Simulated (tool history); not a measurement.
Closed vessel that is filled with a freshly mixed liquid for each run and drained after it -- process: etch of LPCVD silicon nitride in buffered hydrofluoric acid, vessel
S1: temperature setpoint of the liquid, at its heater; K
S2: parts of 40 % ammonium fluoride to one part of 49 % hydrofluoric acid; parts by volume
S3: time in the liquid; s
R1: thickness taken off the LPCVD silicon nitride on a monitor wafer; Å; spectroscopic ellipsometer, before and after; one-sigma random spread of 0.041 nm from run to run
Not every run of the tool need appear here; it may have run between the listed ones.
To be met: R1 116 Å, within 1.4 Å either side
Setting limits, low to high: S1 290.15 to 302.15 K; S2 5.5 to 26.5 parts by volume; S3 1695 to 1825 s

run 1 hour=0 | S1=294.15 S2=16 S3=1695 | R1=137.53
run 2 hour=6.2 | S1=290.65 S2=16 S3=1695 | R1=112.32
run 3 hour=13.7 | S1=290.65 S2=16 S3=1695 | R1=113.24
run 4 hour=18.2 | S1=290.65 S2=11.5 S3=1695 | R1=155.19
run 5 hour=22.5 | S1=290.65 S2=12.5 S3=1695 | R1=143.12
run 6 hour=32.1 | S1=290.65 S2=13 S3=1695 | R1=138.5
run 7 hour=38.5 | S1=290.15 S2=16 S3=1695 | R1=109.52
run 8 hour=40 | S1=290.65 S2=16 S3=1695 | R1=112.8

Which single option among these 4 for the next run brings every result within its allowed miss of target? Just one does.
run A hour=41.5 | S1=292.65 S2=17.5 S3=1710 | R1=?
run B hour=41.5 | S1=290.15 S2=16 S3=1725 | R1=?
run C hour=41.5 | S1=292.15 S2=17 S3=1745 | R1=?
run D hour=41.5 | S1=290.15 S2=15 S3=1725 | R1=?

move=A R1=116.66
move=B R1=111.55
move=C R1=119.1
move=D R1=118.88
A: every result lands within tolerance
B: misses by more than the last run did
C: carries the result that was furthest off beyond its target, to the other side
D: carries the result that was furthest off beyond its target, to the other side
Answer: A
